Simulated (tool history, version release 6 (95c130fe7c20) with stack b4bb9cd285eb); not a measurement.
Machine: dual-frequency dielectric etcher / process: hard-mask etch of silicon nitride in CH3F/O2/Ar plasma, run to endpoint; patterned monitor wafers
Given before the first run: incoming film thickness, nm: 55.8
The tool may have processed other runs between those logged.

Run 1, hour 0: source power (W) 550, bias power (W) 99. Result: endpoint time (s) 65.054.
Run 2, hour 8.8: source power (W) 580, bias power (W) 101. Result: endpoint time (s) 63.404.
Run 3, hour 16.8: source power (W) 530, bias power (W) 101. Result: endpoint time (s) 65.323.
Run 4, hour 25.3: source power (W) 610, bias power (W) 101. Result: endpoint time (s) 61.823.
Run 5, hour 28.6: source power (W) 630, bias power (W) 102. Result: endpoint time (s) 60.144.
Run 6, hour 29.8: source power (W) 640, bias power (W) 103. Result: endpoint time (s) 60.393.
Run 7, hour 32.6: source power (W) 660, bias power (W) 104. Result: endpoint time (s) 59.303.

Forecast run 8:
Run 8, hour 38.1: source power (W) 670, bias power (W) 105. Result: endpoint time (s) ?.

{"run 8": {"endpoint time (s)": 58.618}}

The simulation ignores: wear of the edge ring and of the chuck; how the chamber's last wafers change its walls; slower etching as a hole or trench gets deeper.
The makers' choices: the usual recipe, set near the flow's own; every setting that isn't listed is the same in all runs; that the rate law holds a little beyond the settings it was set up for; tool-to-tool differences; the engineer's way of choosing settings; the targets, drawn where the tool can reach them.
